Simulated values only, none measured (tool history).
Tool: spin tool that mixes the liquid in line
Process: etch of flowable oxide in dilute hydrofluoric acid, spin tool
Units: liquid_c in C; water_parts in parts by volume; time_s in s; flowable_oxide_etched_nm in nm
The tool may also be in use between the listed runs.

| run | hour | liquid_c | water_parts | time_s | flowable_oxide_etched_nm |
|---|---|---|---|---|---|
| 1 | 0.0 | 22.0 | 290 | 195 | 21.810 |
| 2 | 4.1 | 25.0 | 290 | 195 | 24.148 |
| 3 | 7.9 | 26.0 | 285 | 195 | 25.760 |
| 4 | 16.0 | 26.0 | 285 | 210 | 27.840 |
| 5 | 21.4 | 26.0 | 285 | 195 | 25.362 |
| 6 | 29.4 | 26.5 | 280 | 195 | 26.330 |

The next listed run, before its measurement:
| 7 | 36.3 | 27.0 | 275 | 195 | ? |

{"run 7": {"flowable_oxide_etched_nm": 27.637}}
